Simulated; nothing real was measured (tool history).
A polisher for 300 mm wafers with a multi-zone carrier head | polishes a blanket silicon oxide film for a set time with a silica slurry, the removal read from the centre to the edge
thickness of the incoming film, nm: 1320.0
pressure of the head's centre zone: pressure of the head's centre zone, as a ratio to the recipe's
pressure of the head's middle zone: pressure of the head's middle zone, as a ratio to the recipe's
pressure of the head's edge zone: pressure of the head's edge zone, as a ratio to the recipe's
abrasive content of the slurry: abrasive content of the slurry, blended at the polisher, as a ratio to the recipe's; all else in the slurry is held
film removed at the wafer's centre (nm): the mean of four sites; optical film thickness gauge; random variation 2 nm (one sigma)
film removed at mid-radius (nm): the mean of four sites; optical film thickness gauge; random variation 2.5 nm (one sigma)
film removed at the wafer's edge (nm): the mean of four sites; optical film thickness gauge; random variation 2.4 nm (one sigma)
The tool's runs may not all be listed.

run  hour  flow of slurry (ml/min)  pressure of the head's centre zone  pressure of the head's middle zone  pressure of the head's edge zone  abrasive content of the slurry  polishing time (s)  film removed at the wafer's centre (nm)  film removed at mid-radius (nm)  film removed at the wafer's edge (nm)
  1   0.0                      145                                1.00                                1.00                              1.00                            1.00                  59                                   160.25                           167.91                                 169.30
  2   3.1                      150                                0.99                                1.01                              1.02                            1.00                  59                                   162.97                           174.46                                 175.50
  3   8.3                      155                                0.98                                1.02                              1.03                            1.00                  59                                   163.49                           169.72                                 177.08
  4  15.7                      150                                0.97                                1.04                              1.03                            1.05                  59                                   164.67                           180.38                                 176.37
  5  23.4                      175                                0.97                                1.04                              1.03                            1.05                  59                                   172.77                           182.17                                 178.67
  6  30.9                      175                                0.97                                1.04                              1.03                            0.85                  59                                   151.66                           161.85                                 163.81
  7  38.7                      170                                0.96                                1.05                              1.04                            0.90                  59                                   151.68                           171.21                                 167.14

Forecast run 8:
  8  47.5                      170                                0.95                                1.05                              1.05                            0.95                  59                                        ?                                ?                                      ?

film removed at the wafer's centre (nm): 157.07
film removed at mid-radius (nm): 173.58
film removed at the wafer's edge (nm): 171.02
